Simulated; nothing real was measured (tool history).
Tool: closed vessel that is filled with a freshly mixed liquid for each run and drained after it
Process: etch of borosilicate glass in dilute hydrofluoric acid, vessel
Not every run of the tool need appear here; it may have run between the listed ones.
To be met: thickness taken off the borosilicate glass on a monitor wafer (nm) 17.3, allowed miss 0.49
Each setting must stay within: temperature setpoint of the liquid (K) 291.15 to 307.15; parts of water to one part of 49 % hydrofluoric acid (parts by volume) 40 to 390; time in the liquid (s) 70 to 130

| run | hour | temperature setpoint of the liquid (K) | parts of water to one part of 49 % hydrofluoric acid (parts by volume) | time in the liquid (s) | thickness taken off the borosilicate glass on a monitor wafer (nm) |
|---|---|---|---|---|---|
| 1 | 0 | 299.15 | 215 | 130 | 14.647 |
| 2 | 3 | 300.15 | 215 | 130 | 15.049 |
| 3 | 11.9 | 301.15 | 215 | 130 | 15.53 |
| 4 | 18.8 | 302.15 | 215 | 130 | 16.193 |
| 5 | 23.4 | 302.15 | 155 | 130 | 23.887 |
| 6 | 31.2 | 299.65 | 155 | 130 | 21.995 |
| 7 | 34 | 297.65 | 155 | 130 | 20.635 |
| 8 | 35.7 | 296.15 | 155 | 130 | 19.424 |
| 9 | 41.9 | 295.15 | 155 | 130 | 18.568 |
| 10 | 44.2 | 294.65 | 155 | 130 | 18.308 |
| 11 | 47.8 | 294.15 | 155 | 130 | 17.976 |

Consider the 5 candidate settings below. Which is the only one whose results all fall within their allowed miss of target?
| A | 51.4 | 293.15 | 155 | 130 | ? |
| B | 51.4 | 291.65 | 140 | 130 | ? |
| C | 51.4 | 292.65 | 145 | 130 | ? |
| D | 51.4 | 291.65 | 135 | 130 | ? |
| E | 51.4 | 295.65 | 160 | 130 | ? |

| move | thickness taken off the borosilicate glass on a monitor wafer (nm) |
|---|---|
| A | 17.292 |
| B | 18.306 |
| C | 18.308 |
| D | 19.081 |
| E | 18.375 |
A: all results land within tolerance of their targets
B: further off than the last run
C: further off than the last run
D: further off than the last run
E: further off than the last run
Go with A: it meets all targets.
